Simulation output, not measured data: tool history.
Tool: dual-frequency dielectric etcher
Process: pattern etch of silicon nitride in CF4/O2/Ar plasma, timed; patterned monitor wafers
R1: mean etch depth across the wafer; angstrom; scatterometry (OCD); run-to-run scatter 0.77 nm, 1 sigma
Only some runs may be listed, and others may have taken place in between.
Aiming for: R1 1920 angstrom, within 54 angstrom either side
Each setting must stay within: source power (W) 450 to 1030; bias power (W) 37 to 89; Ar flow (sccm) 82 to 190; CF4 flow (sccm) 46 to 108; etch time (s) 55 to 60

{"run": 1, "hour": 0.0, "source power (W)": 740, "bias power (W)": 63, "Ar flow (sccm)": 136, "CF4 flow (sccm)": 77, "etch time (s)": 60, "R1": 1581.3}
{"run": 2, "hour": 8.8, "source power (W)": 740, "bias power (W)": 63, "Ar flow (sccm)": 136, "CF4 flow (sccm)": 77, "etch time (s)": 55, "R1": 1451.2}
{"run": 3, "hour": 9.8, "source power (W)": 740, "bias power (W)": 63, "Ar flow (sccm)": 136, "CF4 flow (sccm)": 90, "etch time (s)": 55, "R1": 1480.8}
{"run": 4, "hour": 12.4, "source power (W)": 810, "bias power (W)": 64, "Ar flow (sccm)": 136, "CF4 flow (sccm)": 90, "etch time (s)": 55, "R1": 1634.3}
{"run": 5, "hour": 13.4, "source power (W)": 810, "bias power (W)": 64, "Ar flow (sccm)": 136, "CF4 flow (sccm)": 90, "etch time (s)": 60, "R1": 1763.3}
{"run": 6, "hour": 15.1, "source power (W)": 830, "bias power (W)": 64, "Ar flow (sccm)": 136, "CF4 flow (sccm)": 90, "etch time (s)": 60, "R1": 1805.4}
{"run": 7, "hour": 15.8, "source power (W)": 840, "bias power (W)": 64, "Ar flow (sccm)": 136, "CF4 flow (sccm)": 90, "etch time (s)": 60, "R1": 1835.1}
{"run": 8, "hour": 20.4, "source power (W)": 850, "bias power (W)": 64, "Ar flow (sccm)": 136, "CF4 flow (sccm)": 90, "etch time (s)": 60, "R1": 1856.3}

Exercise: of the 4 proposed moves below, exactly one satisfies all targets within the stated allowed misses. Which move is it?
{"run": "A", "hour": 25.0, "source power (W)": 900, "bias power (W)": 61, "Ar flow (sccm)": 141, "CF4 flow (sccm)": 86, "etch time (s)": 58, "R1": "?"}
{"run": "B", "hour": 25.0, "source power (W)": 820, "bias power (W)": 77, "Ar flow (sccm)": 82, "CF4 flow (sccm)": 103, "etch time (s)": 60, "R1": "?"}
{"run": "C", "hour": 25.0, "source power (W)": 850, "bias power (W)": 66, "Ar flow (sccm)": 128, "CF4 flow (sccm)": 96, "etch time (s)": 57, "R1": "?"}
{"run": "D", "hour": 25.0, "source power (W)": 910, "bias power (W)": 66, "Ar flow (sccm)": 165, "CF4 flow (sccm)": 96, "etch time (s)": 59, "R1": "?"}

move=A R1=1847.9
move=B R1=2068.6
move=C R1=1818
move=D R1=1943.7
A: its largest miss is bigger than the last run's
B: takes the result that was furthest off past its target
C: its largest miss is bigger than the last run's
D: meets every target
So the answer is move D, the one that meets all the targets.
